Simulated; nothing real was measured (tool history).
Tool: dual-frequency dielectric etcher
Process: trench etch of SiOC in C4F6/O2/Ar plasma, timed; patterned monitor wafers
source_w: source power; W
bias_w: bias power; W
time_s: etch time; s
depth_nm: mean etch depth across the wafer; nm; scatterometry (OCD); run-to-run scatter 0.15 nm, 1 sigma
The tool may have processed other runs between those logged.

Run 1, hour 0.0: source_w 410 W, bias_w 174 W, time_s 15.0 s. Result: depth_nm 29.991 nm.
Run 2, hour 8.0: source_w 410 W, bias_w 174 W, time_s 15.5 s. Result: depth_nm 30.954 nm.
Run 3, hour 12.8: source_w 450 W, bias_w 177 W, time_s 15.5 s. Result: depth_nm 32.298 nm.
Run 4, hour 18.8: source_w 480 W, bias_w 179 W, time_s 15.5 s. Result: depth_nm 33.210 nm.
Run 5, hour 22.0: source_w 480 W, bias_w 179 W, time_s 15.5 s. Result: depth_nm 32.897 nm.
Run 6, hour 27.5: source_w 510 W, bias_w 179 W, time_s 15.5 s. Result: depth_nm 33.447 nm.

Expected results for the next run?
Run 7, hour 32.3: source_w 530 W, bias_w 183 W, time_s 15.5 s. Result: depth_nm ?.

{"run 7": {"depth_nm": 34.553}}

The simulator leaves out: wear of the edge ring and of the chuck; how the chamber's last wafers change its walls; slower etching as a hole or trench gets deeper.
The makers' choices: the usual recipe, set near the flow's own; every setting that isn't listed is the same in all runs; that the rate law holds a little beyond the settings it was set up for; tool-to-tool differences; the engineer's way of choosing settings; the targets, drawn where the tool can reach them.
